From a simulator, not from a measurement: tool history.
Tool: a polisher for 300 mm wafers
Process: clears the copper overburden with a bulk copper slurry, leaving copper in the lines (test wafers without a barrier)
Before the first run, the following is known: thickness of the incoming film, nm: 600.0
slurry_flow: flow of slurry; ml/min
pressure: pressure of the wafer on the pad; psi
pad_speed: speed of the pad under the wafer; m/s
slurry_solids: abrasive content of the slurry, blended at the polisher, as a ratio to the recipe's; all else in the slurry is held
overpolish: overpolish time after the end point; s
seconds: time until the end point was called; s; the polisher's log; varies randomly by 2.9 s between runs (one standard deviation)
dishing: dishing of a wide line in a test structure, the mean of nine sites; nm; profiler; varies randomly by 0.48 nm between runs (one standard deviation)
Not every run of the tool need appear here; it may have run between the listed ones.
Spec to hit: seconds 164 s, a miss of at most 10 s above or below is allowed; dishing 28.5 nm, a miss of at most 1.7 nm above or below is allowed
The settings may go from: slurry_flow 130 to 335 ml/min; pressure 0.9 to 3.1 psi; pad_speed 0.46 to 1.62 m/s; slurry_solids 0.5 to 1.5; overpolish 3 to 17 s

run 1 hour=0 | slurry_flow=215 pressure=2 pad_speed=1.04 slurry_solids=1 overpolish=9 | seconds=104.63 dishing=38.053
run 2 hour=0.8 | slurry_flow=215 pressure=2 pad_speed=1.04 slurry_solids=1 overpolish=7 | seconds=108.06 dishing=30.222
run 3 hour=3.2 | slurry_flow=190 pressure=2 pad_speed=1.04 slurry_solids=1 overpolish=7 | seconds=105.98 dishing=29.728
run 4 hour=6.3 | slurry_flow=190 pressure=2.4 pad_speed=1.04 slurry_solids=1 overpolish=7 | seconds=93.06 dishing=34.346
run 5 hour=9.7 | slurry_flow=190 pressure=2.4 pad_speed=1.04 slurry_solids=0.85 overpolish=7 | seconds=96.43 dishing=35.509
run 6 hour=15.6 | slurry_flow=190 pressure=2.4 pad_speed=1.14 slurry_solids=0.85 overpolish=7 | seconds=85.312 dishing=37.277
run 7 hour=17.2 | slurry_flow=190 pressure=2.2 pad_speed=1.12 slurry_solids=0.85 overpolish=7 | seconds=95.069 dishing=34.478
run 8 hour=24.3 | slurry_flow=190 pressure=2.1 pad_speed=1.1 slurry_solids=0.85 overpolish=7 | seconds=102.23 dishing=31.08
run 9 hour=30.7 | slurry_flow=190 pressure=2 pad_speed=1.08 slurry_solids=0.85 overpolish=7 | seconds=107.14 dishing=30.673
run 10 hour=38.6 | slurry_flow=190 pressure=1.9 pad_speed=1.06 slurry_solids=0.85 overpolish=7 | seconds=118.86 dishing=28.046
run 11 hour=44.7 | slurry_flow=190 pressure=1.8 pad_speed=1.06 slurry_solids=0.85 overpolish=7 | seconds=122.3 dishing=26.412
run 12 hour=50.9 | slurry_flow=190 pressure=1.8 pad_speed=1.04 slurry_solids=0.85 overpolish=7 | seconds=124.15 dishing=26.777
run 13 hour=57.3 | slurry_flow=185 pressure=1.6 pad_speed=1 slurry_solids=0.8 overpolish=9 | seconds=146.79 dishing=27.91

4 candidate next runs follow, results not yet known. Just one meets every target within its allowed miss. Identify it.
run A hour=63.7 | slurry_flow=130 pressure=2 pad_speed=0.98 slurry_solids=0.85 overpolish=7 | seconds=? dishing=?
run B hour=63.7 | slurry_flow=185 pressure=1.6 pad_speed=0.9 slurry_solids=0.7 overpolish=9 | seconds=? dishing=?
run C hour=63.7 | slurry_flow=185 pressure=1.6 pad_speed=0.98 slurry_solids=0.6 overpolish=10 | seconds=? dishing=?
run D hour=63.7 | slurry_flow=195 pressure=1.6 pad_speed=1.14 slurry_solids=0.8 overpolish=7 | seconds=? dishing=?

move=A seconds=125.16 dishing=27.035
move=B seconds=168.41 dishing=25.679
move=C seconds=160.12 dishing=29.358
move=D seconds=129.49 dishing=25.937
A: further off than the last run
B: brings the result that was furthest off to its target, and leaves another outside
C: hits every target within its allowed miss
D: further off than the last run
C meets every target.
